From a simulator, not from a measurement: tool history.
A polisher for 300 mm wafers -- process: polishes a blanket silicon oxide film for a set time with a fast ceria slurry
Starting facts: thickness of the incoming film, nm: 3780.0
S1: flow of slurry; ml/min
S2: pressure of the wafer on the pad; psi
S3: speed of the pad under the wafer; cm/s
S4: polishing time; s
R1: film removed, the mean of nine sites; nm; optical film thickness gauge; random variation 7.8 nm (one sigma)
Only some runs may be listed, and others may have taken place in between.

run	hour	S1	S2	S3	S4	R1
1	0.0	300	1.8	120	113	1223.4
2	3.8	300	1.8	132	113	1309.7
3	6.0	300	1.7	132	113	1248.4
4	14.2	300	1.6	132	113	1207.0
5	16.9	300	1.9	132	113	1388.4
6	23.0	300	1.9	132	113	1389.3

Run 7 comes next. What will it give?
7	28.6	300	1.8	132	113	?

{"run 7": {"R1": 1322.2}}
